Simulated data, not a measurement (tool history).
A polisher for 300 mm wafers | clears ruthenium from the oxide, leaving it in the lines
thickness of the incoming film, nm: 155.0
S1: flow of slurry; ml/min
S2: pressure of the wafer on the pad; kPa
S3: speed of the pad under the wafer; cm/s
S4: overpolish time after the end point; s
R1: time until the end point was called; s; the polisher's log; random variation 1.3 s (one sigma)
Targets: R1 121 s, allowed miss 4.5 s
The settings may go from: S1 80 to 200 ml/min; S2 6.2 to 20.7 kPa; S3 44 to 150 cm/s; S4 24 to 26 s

Run 1, hour 0: S1 130 ml/min, S2 13.1 kPa, S3 96 cm/s, S4 24 s. Result: R1 166.64 s.
Run 2, hour 4.4: S1 130 ml/min, S2 13.8 kPa, S3 96 cm/s, S4 24 s. Result: R1 157.53 s.
Run 3, hour 12.4: S1 130 ml/min, S2 11 kPa, S3 96 cm/s, S4 24 s. Result: R1 190.26 s.
Run 4, hour 16.9: S1 130 ml/min, S2 11 kPa, S3 110 cm/s, S4 24 s. Result: R1 163.52 s.
Run 5, hour 23.3: S1 130 ml/min, S2 11 kPa, S3 110 cm/s, S4 26 s. Result: R1 166.99 s.
Run 6, hour 26.7: S1 130 ml/min, S2 11 kPa, S3 86 cm/s, S4 26 s. Result: R1 213.94 s.
Run 7, hour 34: S1 130 ml/min, S2 11.7 kPa, S3 86 cm/s, S4 26 s. Result: R1 203.31 s.
Run 8, hour 34.9: S1 155 ml/min, S2 15.9 kPa, S3 88 cm/s, S4 26 s. Result: R1 151.27 s.
Run 9, hour 43: S1 155 ml/min, S2 16.5 kPa, S3 88 cm/s, S4 26 s. Result: R1 144.27 s.
Run 10, hour 50: S1 155 ml/min, S2 17.9 kPa, S3 88 cm/s, S4 26 s. Result: R1 139.31 s.
Run 11, hour 58.1: S1 165 ml/min, S2 19.3 kPa, S3 88 cm/s, S4 26 s. Result: R1 125.25 s.

Which of these 4 next moves meets every target?
Run A, hour 66.2: S1 170 ml/min, S2 20.7 kPa, S3 80 cm/s, S4 26 s. Result: R1 ?.
Run B, hour 66.2: S1 140 ml/min, S2 16.5 kPa, S3 98 cm/s, S4 26 s. Result: R1 ?.
Run C, hour 66.2: S1 130 ml/min, S2 20.7 kPa, S3 84 cm/s, S4 24 s. Result: R1 ?.
Run D, hour 66.2: S1 160 ml/min, S2 18.6 kPa, S3 96 cm/s, S4 26 s. Result: R1 ?.

move      R1
   A   130.5
   B  133.34
   C  130.98
   D  120.59
A: further off than the last run
B: further off than the last run
C: further off than the last run
D: meets every target
Move D is the one to make.
